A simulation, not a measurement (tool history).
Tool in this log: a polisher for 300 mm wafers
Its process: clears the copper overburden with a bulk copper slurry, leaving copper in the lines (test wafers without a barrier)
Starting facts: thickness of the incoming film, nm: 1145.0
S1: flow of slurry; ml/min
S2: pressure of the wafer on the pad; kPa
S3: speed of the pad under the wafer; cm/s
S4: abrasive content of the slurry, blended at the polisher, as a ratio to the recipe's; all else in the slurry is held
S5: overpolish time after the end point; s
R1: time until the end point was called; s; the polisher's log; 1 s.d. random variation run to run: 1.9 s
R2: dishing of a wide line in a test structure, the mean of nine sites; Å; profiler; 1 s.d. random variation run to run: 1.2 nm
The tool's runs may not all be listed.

| run | hour | S1 | S2 | S3 | S4 | S5 | R1 | R2 |
|---|---|---|---|---|---|---|---|---|
| 1 | 0 | 120 | 12.4 | 130 | 1 | 29 | 150.52 | 814.32 |
| 2 | 7 | 120 | 13.8 | 132 | 1 | 29 | 135.97 | 867.51 |
| 3 | 13.4 | 120 | 14.5 | 134 | 1 | 28 | 125.6 | 872.27 |
| 4 | 15.2 | 120 | 14.5 | 134 | 0.8 | 28 | 130.45 | 856.41 |
| 5 | 18.8 | 120 | 15.2 | 134 | 0.8 | 28 | 127.75 | 894.77 |
| 6 | 19.7 | 120 | 15.9 | 136 | 0.8 | 27 | 121.59 | 917.29 |
| 7 | 23.8 | 120 | 16.5 | 138 | 0.8 | 26 | 115.32 | 885.71 |
| 8 | 27.7 | 120 | 17.2 | 138 | 0.8 | 27 | 112.37 | 957.42 |
| 9 | 31.1 | 120 | 17.2 | 140 | 0.8 | 26 | 110.23 | 915.55 |
| 10 | 32.6 | 120 | 17.9 | 140 | 0.8 | 26 | 101.33 | 931.9 |

Run 11 comes next. What will it give?
| 11 | 36 | 120 | 17.9 | 140 | 0.8 | 26 | ? | ? |

Logged for run 11: R1 101.78 s, R2 927.17 Å.
